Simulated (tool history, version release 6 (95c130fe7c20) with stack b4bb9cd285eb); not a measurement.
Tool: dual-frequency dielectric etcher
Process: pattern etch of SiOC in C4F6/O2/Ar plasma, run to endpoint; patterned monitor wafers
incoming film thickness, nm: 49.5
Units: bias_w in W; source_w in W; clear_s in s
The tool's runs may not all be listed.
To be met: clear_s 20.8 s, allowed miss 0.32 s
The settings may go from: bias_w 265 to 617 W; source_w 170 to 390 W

run    day  bias_w  source_w  clear_s
  1      0     441       280   19.012
  2  0.238     429       280    18.97
  3  0.517     415       280   19.423
  4  0.629     407       280   19.478
  5  0.871     398       280   19.604
  6  0.975     390       280   19.651
  7  1.083     382       280   19.939
  8  1.108     382       280   19.937

5 next moves are on the table. One of them brings every result within its allowed miss. Which?
  A  1.133     329       360        ?
  B  1.133     393       240        ?
  C  1.133     377       230        ?
  D  1.133     374       330        ?
  E  1.133     403       290        ?

move  clear_s
   A   19.703
   B   20.207
   C   20.638
   D   19.286
   E   19.333
A: further off than the last run
B: nearer than the last run, and not there yet
C: meets every target
D: further off than the last run
E: further off than the last run
Answer: C
